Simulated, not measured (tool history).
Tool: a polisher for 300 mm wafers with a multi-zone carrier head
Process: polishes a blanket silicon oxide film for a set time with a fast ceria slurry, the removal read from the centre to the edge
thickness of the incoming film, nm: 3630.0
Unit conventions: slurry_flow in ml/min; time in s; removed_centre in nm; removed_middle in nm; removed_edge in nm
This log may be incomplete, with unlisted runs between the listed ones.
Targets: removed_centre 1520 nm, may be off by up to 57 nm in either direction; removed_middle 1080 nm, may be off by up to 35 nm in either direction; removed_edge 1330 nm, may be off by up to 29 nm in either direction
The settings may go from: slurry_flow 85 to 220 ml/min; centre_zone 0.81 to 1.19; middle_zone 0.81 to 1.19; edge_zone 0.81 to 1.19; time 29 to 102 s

run 1 hour=0 | slurry_flow=140 centre_zone=1 middle_zone=1 edge_zone=1 time=65 | removed_centre=1194.1 removed_middle=1133.2 removed_edge=1157.8
run 2 hour=3.2 | slurry_flow=140 centre_zone=1 middle_zone=1 edge_zone=1.05 time=65 | removed_centre=1209.8 removed_middle=1134.9 removed_edge=1182.8
run 3 hour=6.2 | slurry_flow=150 centre_zone=1.02 middle_zone=0.97 edge_zone=1.08 time=65 | removed_centre=1243.3 removed_middle=1116.8 removed_edge=1219.5
run 4 hour=12.7 | slurry_flow=150 centre_zone=1.02 middle_zone=0.97 edge_zone=1.08 time=71 | removed_centre=1338 removed_middle=1229.9 removed_edge=1340.7
run 5 hour=17.6 | slurry_flow=150 centre_zone=1.06 middle_zone=0.94 edge_zone=1.08 time=71 | removed_centre=1432.6 removed_middle=1205.3 removed_edge=1342
run 6 hour=24.5 | slurry_flow=145 centre_zone=1.07 middle_zone=0.92 edge_zone=1.08 time=71 | removed_centre=1427.2 removed_middle=1159.6 removed_edge=1335.5
run 7 hour=31.4 | slurry_flow=145 centre_zone=1.08 middle_zone=0.91 edge_zone=1.08 time=71 | removed_centre=1412.6 removed_middle=1156 removed_edge=1339.4
run 8 hour=39.8 | slurry_flow=145 centre_zone=1.1 middle_zone=0.89 edge_zone=1.08 time=71 | removed_centre=1493.9 removed_middle=1110.4 removed_edge=1335.3
run 9 hour=45.9 | slurry_flow=145 centre_zone=1.11 middle_zone=0.88 edge_zone=1.08 time=71 | removed_centre=1481.2 removed_middle=1122.3 removed_edge=1337.4
run 10 hour=52 | slurry_flow=140 centre_zone=1.17 middle_zone=0.81 edge_zone=1.07 time=71 | removed_centre=1518.2 removed_middle=1049.1 removed_edge=1316.5

Consider the 4 candidate settings below. Which is the only one whose results all fall within their allowed miss of target?
run A hour=58.1 | slurry_flow=125 centre_zone=1.15 middle_zone=0.85 edge_zone=1.06 time=73 | removed_centre=? removed_middle=? removed_edge=?
run B hour=58.1 | slurry_flow=160 centre_zone=1.16 middle_zone=0.88 edge_zone=1.08 time=67 | removed_centre=? removed_middle=? removed_edge=?
run C hour=58.1 | slurry_flow=135 centre_zone=1.19 middle_zone=0.81 edge_zone=1.15 time=68 | removed_centre=? removed_middle=? removed_edge=?
run D hour=58.1 | slurry_flow=125 centre_zone=1.16 middle_zone=0.83 edge_zone=1.13 time=69 | removed_centre=? removed_middle=? removed_edge=?

move=A removed_centre=1537.5 removed_middle=1096.9 removed_edge=1339.2
move=B removed_centre=1485.2 removed_middle=1075.4 removed_edge=1273.9
move=C removed_centre=1502.4 removed_middle=993.9 removed_edge=1312.1
move=D removed_centre=1465.8 removed_middle=1016.6 removed_edge=1307.7
A: meets every target
B: brings the last run's worst result on target, with another outside its allowed miss
C: its largest miss is bigger than the last run's
D: its largest miss is bigger than the last run's
So the answer is move A, the one that meets all the targets.
